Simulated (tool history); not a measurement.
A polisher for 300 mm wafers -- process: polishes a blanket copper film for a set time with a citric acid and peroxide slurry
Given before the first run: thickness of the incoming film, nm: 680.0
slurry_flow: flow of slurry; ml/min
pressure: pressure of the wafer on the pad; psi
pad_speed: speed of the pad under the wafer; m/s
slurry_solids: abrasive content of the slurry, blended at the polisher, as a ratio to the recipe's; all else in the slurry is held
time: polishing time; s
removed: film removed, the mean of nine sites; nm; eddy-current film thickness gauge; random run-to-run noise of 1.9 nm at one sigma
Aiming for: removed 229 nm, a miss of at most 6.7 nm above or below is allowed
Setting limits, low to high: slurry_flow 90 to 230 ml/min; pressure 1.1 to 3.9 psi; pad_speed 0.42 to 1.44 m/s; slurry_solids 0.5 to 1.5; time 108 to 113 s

run  hour  slurry_flow  pressure  pad_speed  slurry_solids  time  removed
  1     0          150       2.5       0.92              1   108   165.88
  2   5.1          150         2       0.92              1   108   135.35
  3  13.3          150         2       0.74              1   108   112.86
  4  19.7          160       2.5       0.74              1   108   136.17
  5  24.4          160       2.9       0.74              1   108   158.69
  6  29.4          165       3.2       0.74              1   108   170.84
  7  35.7          165       3.2       0.74              1   108   168.59
  8  43.8          165       3.4       0.76              1   108   183.53
  9  46.3          165       3.6       0.78              1   108   198.78
 10  49.9          165       3.7        0.8              1   108   207.47
 11  58.6          170       3.8        0.8              1   108   215.67

Of the 4 settings listed for the next run, only one would bring every result within its allowed miss of target. Which one?
  A  67.3          185       3.5       0.84            0.8   112        ?
  B  67.3          170       3.9       0.86            0.9   113        ?
  C  67.3          180       3.8       0.94            0.9   108        ?
  D  67.3          170       3.9       0.82              1   111        ?

move  removed
   A   206.02
   B    237.9
   C   243.89
   D   229.26
A: its largest miss is bigger than the last run's
B: pushes the last run's worst result past its target
C: pushes the last run's worst result past its target
D: every result within its allowed miss
Go with D: it meets all targets.

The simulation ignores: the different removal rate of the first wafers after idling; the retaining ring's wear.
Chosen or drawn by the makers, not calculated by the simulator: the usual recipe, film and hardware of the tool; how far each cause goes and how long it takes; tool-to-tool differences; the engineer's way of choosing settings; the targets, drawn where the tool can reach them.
